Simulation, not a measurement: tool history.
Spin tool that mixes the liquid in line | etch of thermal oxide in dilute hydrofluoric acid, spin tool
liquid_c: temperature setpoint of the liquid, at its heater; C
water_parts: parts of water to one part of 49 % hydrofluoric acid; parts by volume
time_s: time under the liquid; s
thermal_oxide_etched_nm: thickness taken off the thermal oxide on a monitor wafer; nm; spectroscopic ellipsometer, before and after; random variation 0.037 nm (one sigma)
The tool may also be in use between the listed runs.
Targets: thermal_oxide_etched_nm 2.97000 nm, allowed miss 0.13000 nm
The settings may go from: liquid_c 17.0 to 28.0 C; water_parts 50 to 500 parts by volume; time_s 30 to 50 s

run 1 hour=0.0 | liquid_c=20.0 water_parts=275 time_s=50 | thermal_oxide_etched_nm=0.57754
run 2 hour=2.8 | liquid_c=22.0 water_parts=215 time_s=50 | thermal_oxide_etched_nm=0.87315
run 3 hour=5.4 | liquid_c=23.5 water_parts=170 time_s=50 | thermal_oxide_etched_nm=1.19340
run 4 hour=14.0 | liquid_c=23.5 water_parts=210 time_s=50 | thermal_oxide_etched_nm=0.91933
run 5 hour=19.3 | liquid_c=24.5 water_parts=165 time_s=50 | thermal_oxide_etched_nm=1.28820
run 6 hour=28.3 | liquid_c=21.5 water_parts=165 time_s=50 | thermal_oxide_etched_nm=1.13380
run 7 hour=36.3 | liquid_c=23.0 water_parts=135 time_s=50 | thermal_oxide_etched_nm=1.53710
run 8 hour=37.2 | liquid_c=24.0 water_parts=115 time_s=50 | thermal_oxide_etched_nm=1.88110
run 9 hour=38.4 | liquid_c=25.0 water_parts=105 time_s=50 | thermal_oxide_etched_nm=2.19000
run 10 hour=43.9 | liquid_c=25.5 water_parts=100 time_s=50 | thermal_oxide_etched_nm=2.36490
run 11 hour=48.7 | liquid_c=26.0 water_parts=95 time_s=50 | thermal_oxide_etched_nm=2.53260
run 12 hour=55.4 | liquid_c=26.5 water_parts=95 time_s=50 | thermal_oxide_etched_nm=2.63180
run 13 hour=57.7 | liquid_c=26.5 water_parts=95 time_s=50 | thermal_oxide_etched_nm=2.62720
run 14 hour=66.5 | liquid_c=27.0 water_parts=95 time_s=50 | thermal_oxide_etched_nm=2.69730

Which of these 4 next moves meets every target?
run A hour=75.3 | liquid_c=28.0 water_parts=105 time_s=50 | thermal_oxide_etched_nm=?
run B hour=75.3 | liquid_c=28.0 water_parts=90 time_s=50 | thermal_oxide_etched_nm=?
run C hour=75.3 | liquid_c=26.5 water_parts=100 time_s=50 | thermal_oxide_etched_nm=?
run D hour=75.3 | liquid_c=26.0 water_parts=90 time_s=50 | thermal_oxide_etched_nm=?

move=A thermal_oxide_etched_nm=2.46340
move=B thermal_oxide_etched_nm=2.93070
move=C thermal_oxide_etched_nm=2.45530
move=D thermal_oxide_etched_nm=2.70840
A: further off than the last run
B: meets every target
C: further off than the last run
D: as far off as the last run
Answer: B
